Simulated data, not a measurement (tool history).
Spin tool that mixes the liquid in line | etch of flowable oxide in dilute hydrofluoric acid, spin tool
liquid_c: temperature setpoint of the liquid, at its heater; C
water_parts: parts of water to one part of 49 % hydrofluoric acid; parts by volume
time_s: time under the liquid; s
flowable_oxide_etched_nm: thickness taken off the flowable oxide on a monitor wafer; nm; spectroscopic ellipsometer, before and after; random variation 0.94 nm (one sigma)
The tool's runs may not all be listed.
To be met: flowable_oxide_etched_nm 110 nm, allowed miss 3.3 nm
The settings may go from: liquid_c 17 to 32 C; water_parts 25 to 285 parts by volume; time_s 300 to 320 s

run,hour,liquid_c,water_parts,time_s,flowable_oxide_etched_nm
1,0,24,155,300,59.415
2,0.8,24,205,300,42.421
3,6.9,24,205,300,43.391
4,10.7,24.5,195,300,45.758
5,18.1,25,185,300,51.072
6,23.7,23.5,185,300,47.805
7,26.3,24.5,175,300,53.093
8,30.2,25,170,300,55.242
9,34,29,105,300,115

4 next moves are on the table. One of them brings every result within its allowed miss. Which?
A,37.8,29,95,300,?
B,37.8,29,115,320,?
C,37.8,28.5,105,320,?
D,37.8,29.5,100,310,?

move,flowable_oxide_etched_nm
A,128.91
B,110.52
C,120.41
D,128.07
A: further off than the last run
B: meets every target
C: further off than the last run
D: further off than the last run
Answer: B
